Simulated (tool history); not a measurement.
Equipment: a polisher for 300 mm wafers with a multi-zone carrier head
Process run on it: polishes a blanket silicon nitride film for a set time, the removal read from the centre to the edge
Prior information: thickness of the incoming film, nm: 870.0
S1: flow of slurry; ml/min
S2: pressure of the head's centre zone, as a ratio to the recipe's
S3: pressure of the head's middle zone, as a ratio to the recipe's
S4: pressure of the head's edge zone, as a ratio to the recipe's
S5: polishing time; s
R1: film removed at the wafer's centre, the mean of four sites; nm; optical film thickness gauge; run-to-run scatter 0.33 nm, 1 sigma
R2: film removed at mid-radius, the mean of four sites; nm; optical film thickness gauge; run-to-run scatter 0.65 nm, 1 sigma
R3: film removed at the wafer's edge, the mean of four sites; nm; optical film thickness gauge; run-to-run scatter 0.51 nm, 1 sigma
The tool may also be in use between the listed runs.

run 1 day=0 | S1=135 S2=1 S3=1 S4=1 S5=39 | R1=45.733 R2=45.348 R3=44.328
run 2 day=0.05 | S1=145 S2=1 S3=1.03 S4=1.02 S5=39 | R1=46.198 R2=46.739 R3=45.026
run 3 day=0.1 | S1=150 S2=0.99 S3=1.06 S4=1.03 S5=40 | R1=47.23 R2=51.36 R3=46.661
run 4 day=0.262 | S1=150 S2=0.99 S3=1.06 S4=1.08 S5=40 | R1=47.116 R2=50.248 R3=47.729
run 5 day=0.6 | S1=160 S2=0.99 S3=1.08 S4=1.09 S5=40 | R1=47.579 R2=51.097 R3=48.801
run 6 day=0.717 | S1=165 S2=0.99 S3=1.1 S4=1.09 S5=40 | R1=48.022 R2=53.096 R3=48.705
run 7 day=0.979 | S1=170 S2=0.99 S3=1.11 S4=1.09 S5=40 | R1=47.99 R2=53.902 R3=48.548
run 8 day=1.25 | S1=175 S2=0.99 S3=1.12 S4=1.1 S5=40 | R1=48.702 R2=54.321 R3=50.434

Predict the results of run 9:
run 9 day=1.35 | S1=180 S2=0.99 S3=1.13 S4=1.09 S5=40 | R1=? R2=? R3=?

R1: 49.618 nm
R2: 55.223 nm
R3: 48.835 nm
